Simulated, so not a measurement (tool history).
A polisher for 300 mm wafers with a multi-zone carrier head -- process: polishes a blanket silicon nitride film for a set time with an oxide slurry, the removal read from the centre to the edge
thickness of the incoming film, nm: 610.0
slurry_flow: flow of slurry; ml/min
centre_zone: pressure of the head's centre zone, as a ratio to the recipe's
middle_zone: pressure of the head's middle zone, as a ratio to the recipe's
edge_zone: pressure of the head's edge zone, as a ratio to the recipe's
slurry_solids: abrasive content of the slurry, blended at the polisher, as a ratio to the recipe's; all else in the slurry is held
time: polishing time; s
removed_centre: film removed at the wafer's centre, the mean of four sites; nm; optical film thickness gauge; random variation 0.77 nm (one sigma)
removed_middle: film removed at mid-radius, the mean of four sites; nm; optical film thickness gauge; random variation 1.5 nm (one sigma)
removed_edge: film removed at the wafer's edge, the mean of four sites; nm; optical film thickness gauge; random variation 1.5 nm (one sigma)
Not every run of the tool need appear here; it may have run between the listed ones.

run  hour  slurry_flow  centre_zone  middle_zone  edge_zone  slurry_solids  time  removed_centre  removed_middle  removed_edge
  1     0          230            1            1          1              1    87          73.807          73.819        73.967
  2   2.2          235         1.03            1       1.04           1.15    89          82.544          78.607        82.341
  3     7          235         1.03         0.92       1.04           1.15    89          81.987          74.505        82.669
  4  15.4          235         1.03         0.92       1.04           1.15   103          95.558          85.752        96.805
     21.8  -- worn pad replaced by a new one
  5  21.8          235         1.03         0.97       1.04           1.15   103          109.66          104.31        108.46
  6  23.9          245         1.04         0.96       1.05           1.15   103          112.59          99.962        111.69
  7  28.5          245         1.04         0.96       1.04           1.15   103          111.86          103.33        110.07

Run 8 is up next; what results do you expect?
  8  35.8          250         1.05         0.95       1.04           1.15   103               ?               ?             ?

removed_centre: 113.91 nm
removed_middle: 102.13 nm
removed_edge: 110.23 nm

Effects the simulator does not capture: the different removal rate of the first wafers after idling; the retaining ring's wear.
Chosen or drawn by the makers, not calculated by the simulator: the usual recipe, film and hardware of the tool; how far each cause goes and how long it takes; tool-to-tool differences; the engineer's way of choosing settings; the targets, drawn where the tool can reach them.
